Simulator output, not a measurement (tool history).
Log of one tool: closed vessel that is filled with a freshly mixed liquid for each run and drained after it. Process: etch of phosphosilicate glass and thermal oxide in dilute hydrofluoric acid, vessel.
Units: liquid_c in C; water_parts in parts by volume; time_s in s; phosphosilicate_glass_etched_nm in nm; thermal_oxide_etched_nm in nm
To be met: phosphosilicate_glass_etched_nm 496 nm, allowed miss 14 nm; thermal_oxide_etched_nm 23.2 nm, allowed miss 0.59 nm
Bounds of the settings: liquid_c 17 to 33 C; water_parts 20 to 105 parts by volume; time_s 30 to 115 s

run    day  liquid_c  water_parts  time_s  phosphosilicate_glass_etched_nm  thermal_oxide_etched_nm
  1      0        25           55      60                           105.66                   4.9553
  2  0.117        25           70      60                           81.985                   3.8143
  3  0.296      21.5           70      60                           70.847                   3.2792
  4  0.583      24.5           55      70                           121.92                   5.6728
  5  0.854        27           45      80                           190.93                   8.7946
  6  1.029      28.5           40      85                           242.01                   11.353
  7  1.358      32.5           20     100                           693.88                   32.452
  8  1.683        31           20     100                           660.74                   30.809
     1.896  -- hydrofluoric acid flow meter replaced
  9  1.896      29.5           20     100                           703.43                    32.62
 10  1.979      29.5           20     100                            699.6                   32.806
 11  2.104      29.5           25     100                           553.29                   26.152
 12  2.196      28.5           25     100                           532.48                   25.121
 13   2.55        28           25     100                           529.25                   24.439
 14  2.892      27.5           25     100                           524.45                   24.167

4 next moves are on the table. One of them brings every result within its allowed miss. Which?
  A  3.233        33           30     100                                ?                        ?
  B  3.233      31.5           30     105                                ?                        ?
  C  3.233        28           30     115                                ?                        ?
  D  3.233      24.5           25     115                                ?                        ?

move  phosphosilicate_glass_etched_nm  thermal_oxide_etched_nm
   A                           534.55                   24.946
   B                           529.09                   24.691
   C                            503.6                   23.502
   D                           526.84                   24.586
A: further off than the last run
B: further off than the last run
C: meets every target
D: further off than the last run
The right move is C.

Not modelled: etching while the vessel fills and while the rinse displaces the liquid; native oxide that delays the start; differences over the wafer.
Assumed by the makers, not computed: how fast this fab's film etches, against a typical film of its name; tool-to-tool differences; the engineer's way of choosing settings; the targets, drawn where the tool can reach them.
